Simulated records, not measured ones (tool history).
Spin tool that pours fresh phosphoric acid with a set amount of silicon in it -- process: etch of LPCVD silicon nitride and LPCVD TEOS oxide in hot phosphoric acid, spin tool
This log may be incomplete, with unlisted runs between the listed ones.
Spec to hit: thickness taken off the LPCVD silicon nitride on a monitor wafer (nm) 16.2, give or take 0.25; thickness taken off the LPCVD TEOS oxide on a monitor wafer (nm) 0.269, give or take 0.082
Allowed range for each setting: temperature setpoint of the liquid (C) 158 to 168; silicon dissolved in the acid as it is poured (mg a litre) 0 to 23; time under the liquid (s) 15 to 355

run	hour	temperature setpoint of the liquid (C)	silicon dissolved in the acid as it is poured (mg a litre)	time under the liquid (s)	thickness taken off the LPCVD silicon nitride on a monitor wafer (nm)	thickness taken off the LPCVD TEOS oxide on a monitor wafer (nm)
1	0	163	10	180	20.017	0.46147
2	8.5	162.5	10.5	180	19.904	0.42162
3	11.2	162.5	13	180	19.649	0.38036
4	12.4	164	13	180	20.618	0.47739
5	17	163.5	12.5	175	19.862	0.41881
6	25.9	162	12.5	175	18.924	0.33825
7	34.7	161.5	11.5	175	18.654	0.31036
8	35.8	161	10.5	175	18.288	0.37771
9	39.7	160.5	10.5	175	17.964	0.345
10	47.1	160	10.5	175	17.804	0.32445
11	53.8	159	10.5	170	16.577	0.29551

Of the 4 settings listed for the next run, only one would bring every result within its allowed miss of target. Which one?
A	60.5	158.5	14	175	?	?
B	60.5	158	14.5	180	?	?
C	60.5	161	17.5	155	?	?
D	60.5	162	0	145	?	?

move	thickness taken off the LPCVD silicon nitride on a monitor wafer (nm)	thickness taken off the LPCVD TEOS oxide on a monitor wafer (nm)
A	16.771	0.30309
B	16.961	0.29665
C	16.157	0.29556
D	15.627	0.43649
A: the biggest miss grows against the last run
B: the biggest miss grows against the last run
C: each result inside its tolerance
D: moves the result that the last run missed by most past its target, out the other side
The move that meets every target is C.
